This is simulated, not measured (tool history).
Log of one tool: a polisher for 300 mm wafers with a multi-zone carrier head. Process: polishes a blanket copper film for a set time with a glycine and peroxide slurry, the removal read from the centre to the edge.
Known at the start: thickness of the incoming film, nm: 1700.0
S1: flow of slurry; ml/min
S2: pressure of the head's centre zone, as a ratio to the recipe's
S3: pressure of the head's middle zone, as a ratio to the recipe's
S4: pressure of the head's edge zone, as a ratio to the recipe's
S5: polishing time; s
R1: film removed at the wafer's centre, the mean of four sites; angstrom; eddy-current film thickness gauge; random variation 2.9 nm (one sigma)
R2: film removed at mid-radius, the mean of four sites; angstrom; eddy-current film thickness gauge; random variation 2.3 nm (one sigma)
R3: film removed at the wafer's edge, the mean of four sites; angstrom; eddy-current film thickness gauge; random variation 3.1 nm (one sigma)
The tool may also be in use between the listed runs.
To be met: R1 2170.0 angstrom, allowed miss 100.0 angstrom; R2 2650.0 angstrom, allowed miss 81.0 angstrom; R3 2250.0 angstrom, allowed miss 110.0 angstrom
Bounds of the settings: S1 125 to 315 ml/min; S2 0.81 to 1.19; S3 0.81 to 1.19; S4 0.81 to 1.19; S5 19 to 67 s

run,hour,S1,S2,S3,S4,S5,R1,R2,R3
1,0.0,205,1.00,1.00,1.00,43,1895.9,1918.7,1904.5
2,3.0,255,1.00,1.00,1.00,43,1927.5,2007.9,1899.3
3,4.7,255,1.00,1.02,1.01,44,1992.6,2047.0,2021.7
4,9.0,260,0.99,1.04,0.99,45,1988.7,2147.0,1983.9
5,11.0,265,0.99,1.06,0.99,46,2056.8,2190.9,2026.1
6,14.2,270,0.98,1.07,0.99,47,2062.4,2339.2,2067.0
7,20.2,270,0.98,1.08,1.00,47,2047.5,2302.8,2076.5
8,27.4,270,0.98,1.09,1.00,47,2112.7,2314.6,2100.4
9,30.3,270,0.97,1.10,1.00,47,2016.6,2330.8,2106.9

4 next moves are on the table. One of them brings every result within its allowed miss. Which?
A,33.2,180,1.08,0.98,1.19,47,?,?,?
B,33.2,260,0.88,1.16,0.98,50,?,?,?
C,33.2,280,0.92,1.12,0.93,52,?,?,?
D,33.2,245,1.07,0.91,1.17,46,?,?,?

move,R1,R2,R3
A,2201.3,2045.6,2094.7
B,2000.2,2562.0,2143.9
C,2192.8,2616.4,2205.1
D,2222.5,1974.2,2094.6
A: further off than the last run
B: nearer than the last run, and not there yet
C: meets every target
D: further off than the last run
Move C is the one to make.
